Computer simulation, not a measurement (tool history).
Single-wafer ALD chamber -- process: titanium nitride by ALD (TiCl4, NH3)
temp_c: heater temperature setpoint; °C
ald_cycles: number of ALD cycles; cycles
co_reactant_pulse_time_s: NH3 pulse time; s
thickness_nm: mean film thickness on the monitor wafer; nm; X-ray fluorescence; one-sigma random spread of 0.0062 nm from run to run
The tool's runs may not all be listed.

run  hour  temp_c  ald_cycles  co_reactant_pulse_time_s  thickness_nm
  1     0     405         108                      1.92        2.4357
  2   3.4     395         108                      1.92        2.4073
  3  10.6     393         107                      1.78         2.374
  4  19.6     393         108                      1.78         2.397
  5  24.1     393         108                      1.78        2.3956
  6  28.5     391         107                      1.66        2.3492
  7  34.5     391         106                      1.61         2.325
  8  37.7     391         105                      1.57        2.2963
  9  43.2     391         105                      1.55        2.2926
 10  49.8     391         105                      1.53        2.2981
 11  52.8     391         105                       1.5         2.294

Estimate the outcome of run 12 from the log above:
 12  61.2     391         105                      1.48             ?

Run 12 yielded thickness_nm 2.2921 nm.
